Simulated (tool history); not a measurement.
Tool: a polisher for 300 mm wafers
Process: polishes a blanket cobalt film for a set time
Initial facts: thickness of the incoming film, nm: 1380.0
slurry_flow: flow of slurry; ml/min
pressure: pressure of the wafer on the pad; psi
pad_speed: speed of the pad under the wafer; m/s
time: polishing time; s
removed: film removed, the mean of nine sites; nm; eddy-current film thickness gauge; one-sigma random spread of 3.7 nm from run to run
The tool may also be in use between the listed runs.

run 1 hour=0.0 | slurry_flow=210 pressure=2.4 pad_speed=0.84 time=96 | removed=496.80
run 2 hour=8.0 | slurry_flow=165 pressure=2.4 pad_speed=0.84 time=96 | removed=480.77
run 3 hour=16.3 | slurry_flow=165 pressure=2.2 pad_speed=0.84 time=96 | removed=454.18
run 4 hour=18.6 | slurry_flow=165 pressure=2.2 pad_speed=0.92 time=96 | removed=475.73
run 5 hour=26.2 | slurry_flow=190 pressure=2.2 pad_speed=0.92 time=96 | removed=488.64
run 6 hour=34.1 | slurry_flow=190 pressure=2.0 pad_speed=0.90 time=96 | removed=451.04
run 7 hour=39.8 | slurry_flow=190 pressure=1.9 pad_speed=0.86 time=96 | removed=428.26
run 8 hour=45.3 | slurry_flow=185 pressure=1.8 pad_speed=0.82 time=96 | removed=381.23
run 9 hour=48.9 | slurry_flow=185 pressure=1.7 pad_speed=0.80 time=96 | removed=366.84
run 10 hour=57.3 | slurry_flow=185 pressure=1.6 pad_speed=0.78 time=96 | removed=341.24
run 11 hour=63.3 | slurry_flow=185 pressure=1.5 pad_speed=0.78 time=96 | removed=313.91

Predict the results of run 12:
run 12 hour=66.5 | slurry_flow=180 pressure=1.3 pad_speed=0.78 time=96 | removed=?

Logged for run 12: removed 292.52 nm.
